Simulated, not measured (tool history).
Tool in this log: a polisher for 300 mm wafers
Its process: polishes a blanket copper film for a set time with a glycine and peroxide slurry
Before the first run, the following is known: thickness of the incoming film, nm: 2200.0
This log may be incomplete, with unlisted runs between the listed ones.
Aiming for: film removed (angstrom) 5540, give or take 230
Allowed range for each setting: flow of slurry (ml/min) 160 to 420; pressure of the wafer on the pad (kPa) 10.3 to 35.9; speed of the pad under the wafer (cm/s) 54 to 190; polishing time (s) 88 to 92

| run | hour | flow of slurry (ml/min) | pressure of the wafer on the pad (kPa) | speed of the pad under the wafer (cm/s) | polishing time (s) | film removed (angstrom) |
|---|---|---|---|---|---|---|
| 1 | 0 | 270 | 22.8 | 122 | 88 | 7645.8 |
| 2 | 6.3 | 270 | 22.8 | 150 | 88 | 9015.1 |
| 3 | 8.6 | 270 | 22.8 | 150 | 92 | 9075.3 |
| 4 | 11.2 | 225 | 22.8 | 150 | 92 | 8884.1 |
| 5 | 16 | 220 | 19.3 | 148 | 92 | 8035.1 |
| 6 | 18.8 | 220 | 16.5 | 142 | 92 | 6966.2 |
| 7 | 19.3 | 220 | 14.5 | 140 | 92 | 6204.1 |
| 8 | 26.9 | 220 | 13.8 | 140 | 92 | 5995.8 |
| 9 | 30 | 220 | 13.1 | 140 | 92 | 5810.8 |

Which one of the following 4 next-run settings gets every result inside its allowed miss? There is exactly one.
| A | 33.1 | 225 | 12.4 | 142 | 88 | ? |
| B | 33.1 | 220 | 12.4 | 122 | 89 | ? |
| C | 33.1 | 235 | 11.7 | 132 | 89 | ? |
| D | 33.1 | 230 | 11.7 | 172 | 89 | ? |

| move | film removed (angstrom) |
|---|---|
| A | 5525.6 |
| B | 5073.8 |
| C | 5181.5 |
| D | 6139.9 |
A: hits every target within its allowed miss
B: carries the result that was furthest off beyond its target, to the other side
C: carries the result that was furthest off beyond its target, to the other side
D: further off than the last run
The right move is A.
